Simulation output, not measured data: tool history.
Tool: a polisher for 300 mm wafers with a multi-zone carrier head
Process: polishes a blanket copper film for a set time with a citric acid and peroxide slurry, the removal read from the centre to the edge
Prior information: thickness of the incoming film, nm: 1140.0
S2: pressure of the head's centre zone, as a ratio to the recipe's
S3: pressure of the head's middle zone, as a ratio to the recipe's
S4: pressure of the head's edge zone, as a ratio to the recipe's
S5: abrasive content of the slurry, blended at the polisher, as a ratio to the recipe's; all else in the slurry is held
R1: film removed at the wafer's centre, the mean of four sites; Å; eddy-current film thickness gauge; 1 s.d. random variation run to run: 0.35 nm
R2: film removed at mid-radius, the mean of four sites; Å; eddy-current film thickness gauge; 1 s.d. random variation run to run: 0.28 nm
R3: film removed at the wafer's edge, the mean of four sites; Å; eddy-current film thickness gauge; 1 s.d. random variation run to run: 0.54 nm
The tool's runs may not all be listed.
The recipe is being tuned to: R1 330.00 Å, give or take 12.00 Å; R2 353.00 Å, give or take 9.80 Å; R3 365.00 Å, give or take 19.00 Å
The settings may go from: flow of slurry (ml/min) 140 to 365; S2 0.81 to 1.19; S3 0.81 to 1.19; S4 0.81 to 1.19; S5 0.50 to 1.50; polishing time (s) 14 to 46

run 1 hour=0.0 | flow_of_slurry_(ml/min)=235 S2=1.00 S3=1.00 S4=1.00 S5=1.00 polishing_time_(s)=30 | R1=646.52 R2=649.03 R3=678.51
run 2 hour=4.2 | flow_of_slurry_(ml/min)=200 S2=1.00 S3=1.00 S4=1.00 S5=1.00 polishing_time_(s)=30 | R1=617.96 R2=626.62 R3=673.73
run 3 hour=8.9 | flow_of_slurry_(ml/min)=200 S2=1.00 S3=1.00 S4=1.00 S5=1.00 polishing_time_(s)=34 | R1=696.53 R2=720.96 R3=752.87
run 4 hour=11.4 | flow_of_slurry_(ml/min)=205 S2=0.99 S3=1.00 S4=0.98 S5=0.95 polishing_time_(s)=32 | R1=633.67 R2=669.15 R3=705.41
run 5 hour=16.9 | flow_of_slurry_(ml/min)=205 S2=0.99 S3=1.06 S4=0.98 S5=0.95 polishing_time_(s)=32 | R1=637.05 R2=706.94 R3=680.76
run 6 hour=20.1 | flow_of_slurry_(ml/min)=205 S2=0.99 S3=1.03 S4=0.98 S5=0.95 polishing_time_(s)=32 | R1=642.75 R2=690.43 R3=704.90
run 7 hour=20.7 | flow_of_slurry_(ml/min)=200 S2=0.99 S3=1.04 S4=0.97 S5=0.90 polishing_time_(s)=30 | R1=589.89 R2=636.45 R3=618.22
run 8 hour=24.8 | flow_of_slurry_(ml/min)=195 S2=0.98 S3=1.02 S4=0.96 S5=0.85 polishing_time_(s)=29 | R1=541.93 R2=582.81 R3=587.26
run 9 hour=29.7 | flow_of_slurry_(ml/min)=250 S2=0.96 S3=0.98 S4=0.86 S5=0.60 polishing_time_(s)=21 | R1=359.53 R2=378.99 R3=373.96
run 10 hour=34.4 | flow_of_slurry_(ml/min)=250 S2=0.95 S3=0.97 S4=0.86 S5=0.60 polishing_time_(s)=21 | R1=354.54 R2=377.12 R3=368.30
run 11 hour=36.4 | flow_of_slurry_(ml/min)=250 S2=0.94 S3=0.96 S4=0.86 S5=0.60 polishing_time_(s)=21 | R1=353.55 R2=373.37 R3=377.12
run 12 hour=42.9 | flow_of_slurry_(ml/min)=250 S2=0.93 S3=0.96 S4=0.85 S5=0.60 polishing_time_(s)=21 | R1=349.64 R2=368.81 R3=372.15
-- hour=46.4 slurry nozzle cleaned
run 13 hour=46.4 | flow_of_slurry_(ml/min)=215 S2=0.89 S3=0.93 S4=0.84 S5=0.60 polishing_time_(s)=21 | R1=345.77 R2=372.21 R3=388.38
run 14 hour=54.7 | flow_of_slurry_(ml/min)=220 S2=0.90 S3=0.93 S4=0.82 S5=0.50 polishing_time_(s)=20 | R1=306.23 R2=331.58 R3=330.17
run 15 hour=58.7 | flow_of_slurry_(ml/min)=220 S2=0.90 S3=0.93 S4=0.83 S5=0.50 polishing_time_(s)=20 | R1=312.65 R2=329.41 R3=325.90

Below are 5 possible settings for the next run. Only one of them brings all results inside the allowed miss of their targets. Which is it?
run A hour=62.7 | flow_of_slurry_(ml/min)=235 S2=0.86 S3=0.90 S4=0.83 S5=0.70 polishing_time_(s)=19 | R1=? R2=? R3=?
run B hour=62.7 | flow_of_slurry_(ml/min)=140 S2=0.99 S3=1.03 S4=0.82 S5=0.50 polishing_time_(s)=21 | R1=? R2=? R3=?
run C hour=62.7 | flow_of_slurry_(ml/min)=195 S2=0.98 S3=0.91 S4=0.85 S5=0.50 polishing_time_(s)=22 | R1=? R2=? R3=?
run D hour=62.7 | flow_of_slurry_(ml/min)=225 S2=1.00 S3=1.06 S4=0.81 S5=0.50 polishing_time_(s)=19 | R1=? R2=? R3=?
run E hour=62.7 | flow_of_slurry_(ml/min)=250 S2=0.91 S3=0.94 S4=0.81 S5=0.55 polishing_time_(s)=21 | R1=? R2=? R3=?

move=A R1=337.15 R2=354.31 R3=366.33
move=B R1=337.65 R2=351.37 R3=328.55
move=C R1=370.34 R2=348.70 R3=363.29
move=D R1=332.85 R2=348.60 R3=310.67
move=E R1=357.81 R2=369.59 R3=363.88
A: meets every target
B: meets the target for the result that was furthest off, but another lies outside its allowed miss
C: meets the target for the result that was furthest off, but another lies outside its allowed miss
D: meets the target for the result that was furthest off, but another lies outside its allowed miss
E: takes the result that was furthest off past its target
Answer: A
